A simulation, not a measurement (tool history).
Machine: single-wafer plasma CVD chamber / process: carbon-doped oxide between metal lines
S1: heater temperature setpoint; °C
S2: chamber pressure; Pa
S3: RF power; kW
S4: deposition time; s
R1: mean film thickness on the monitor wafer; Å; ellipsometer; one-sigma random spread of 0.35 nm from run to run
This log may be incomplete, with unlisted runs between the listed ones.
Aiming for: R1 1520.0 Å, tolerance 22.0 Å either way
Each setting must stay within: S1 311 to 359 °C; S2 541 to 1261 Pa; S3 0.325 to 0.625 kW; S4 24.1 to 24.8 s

run	hour	S1	S2	S3	S4	R1
1	0.0	335	901	0.475	24.1	1317.5
2	7.5	330	939	0.490	24.1	1369.8
3	14.2	326	967	0.500	24.1	1409.5
4	17.3	326	967	0.450	24.1	1330.7
5	25.8	326	967	0.450	24.8	1365.7
6	34.2	323	993	0.465	24.8	1419.7
7	37.5	320	1021	0.470	24.8	1443.5
8	38.8	318	1039	0.475	24.8	1461.2
9	44.3	317	1051	0.480	24.8	1488.2
10	46.8	316	1057	0.480	24.8	1491.2

Next run, 5 choices. One meets every target within its allowed miss, the rest don't. Which?
A	49.3	313	1029	0.460	24.6	?
B	49.3	317	1168	0.520	24.1	?
C	49.3	311	715	0.500	24.1	?
D	49.3	311	949	0.465	24.5	?
E	49.3	318	943	0.475	24.8	?

move	R1
A	1469.3
B	1522.3
C	1474.5
D	1478.8
E	1463.6
A: the biggest miss grows against the last run
B: every result lands within tolerance
C: the biggest miss grows against the last run
D: the biggest miss grows against the last run
E: the biggest miss grows against the last run
Move B is the one to make.

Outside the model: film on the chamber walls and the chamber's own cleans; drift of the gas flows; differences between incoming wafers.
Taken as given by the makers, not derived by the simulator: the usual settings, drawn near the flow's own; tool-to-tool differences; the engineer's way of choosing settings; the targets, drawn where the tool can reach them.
